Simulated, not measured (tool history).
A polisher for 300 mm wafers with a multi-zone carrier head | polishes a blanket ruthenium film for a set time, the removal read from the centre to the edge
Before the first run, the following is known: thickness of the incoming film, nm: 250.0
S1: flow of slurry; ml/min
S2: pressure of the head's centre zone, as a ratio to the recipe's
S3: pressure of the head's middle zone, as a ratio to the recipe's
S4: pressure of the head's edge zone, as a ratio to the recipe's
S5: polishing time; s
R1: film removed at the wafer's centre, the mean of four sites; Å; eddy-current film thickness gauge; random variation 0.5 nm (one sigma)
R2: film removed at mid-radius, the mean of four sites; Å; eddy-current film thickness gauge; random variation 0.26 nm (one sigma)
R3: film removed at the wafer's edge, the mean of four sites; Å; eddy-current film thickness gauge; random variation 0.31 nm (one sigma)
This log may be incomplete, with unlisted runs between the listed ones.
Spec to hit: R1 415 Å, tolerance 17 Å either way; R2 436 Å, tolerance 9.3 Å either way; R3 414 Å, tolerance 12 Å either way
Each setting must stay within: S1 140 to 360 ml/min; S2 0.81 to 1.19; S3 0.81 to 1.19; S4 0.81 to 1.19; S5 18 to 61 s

| run | hour | S1 | S2 | S3 | S4 | S5 | R1 | R2 | R3 |
|---|---|---|---|---|---|---|---|---|---|
| 1 | 0 | 230 | 1 | 1 | 1 | 39 | 511.67 | 510.63 | 516.23 |
| 2 | 2.2 | 280 | 1 | 1 | 1 | 39 | 513.72 | 530.5 | 521.62 |
| 3 | 9.8 | 280 | 0.95 | 1 | 1 | 39 | 513.21 | 520.18 | 520.76 |
| 4 | 17.7 | 280 | 0.95 | 1 | 1.03 | 39 | 499.12 | 527.61 | 526.77 |
| 5 | 23.9 | 280 | 1.03 | 1 | 1.03 | 39 | 542.18 | 528.97 | 532.93 |
| 6 | 27.4 | 280 | 1 | 0.99 | 0.98 | 37 | 492.66 | 499.72 | 492.78 |
| 7 | 28.1 | 265 | 0.99 | 0.98 | 0.94 | 36 | 483.91 | 477.71 | 474.17 |
| 8 | 31.4 | 255 | 0.96 | 0.99 | 0.91 | 35 | 446.42 | 463.4 | 449.86 |
|  | 40.2 | slurry nozzle cleaned |
| 9 | 40.2 | 240 | 0.96 | 0.99 | 0.88 | 35 | 451.74 | 474.85 | 456.13 |
| 10 | 41.2 | 250 | 0.96 | 0.99 | 0.87 | 34 | 451.05 | 460.3 | 437.1 |
| 11 | 44.9 | 240 | 0.95 | 0.99 | 0.86 | 34 | 447.62 | 458.31 | 435.46 |
| 12 | 50.6 | 235 | 0.93 | 0.99 | 0.85 | 34 | 434.43 | 455.67 | 435.91 |

5 next moves are on the table. One of them brings every result within its allowed miss. Which?
| A | 56.3 | 235 | 0.95 | 1.04 | 0.83 | 32 | ? | ? | ? |
| B | 56.3 | 215 | 0.9 | 0.88 | 0.93 | 35 | ? | ? | ? |
| C | 56.3 | 250 | 0.98 | 1.01 | 0.9 | 34 | ? | ? | ? |
| D | 56.3 | 255 | 0.97 | 1.02 | 0.94 | 31 | ? | ? | ? |
| E | 56.3 | 215 | 0.96 | 0.91 | 0.9 | 35 | ? | ? | ? |

| move | R1 | R2 | R3 |
|---|---|---|---|
| A | 415.49 | 451.48 | 404.54 |
| B | 428.21 | 424.03 | 455.95 |
| C | 456.9 | 471.57 | 444.03 |
| D | 414.19 | 434.62 | 411.5 |
| E | 451.7 | 435.88 | 450.79 |
A: gains on the last run, yet a result remains outside its allowed miss
B: pushes the last run's worst result past its target
C: its largest miss is bigger than the last run's
D: all results land within tolerance of their targets
E: corrects the largest miss of the last run, while another result sits out of spec
Move D is the one to make.
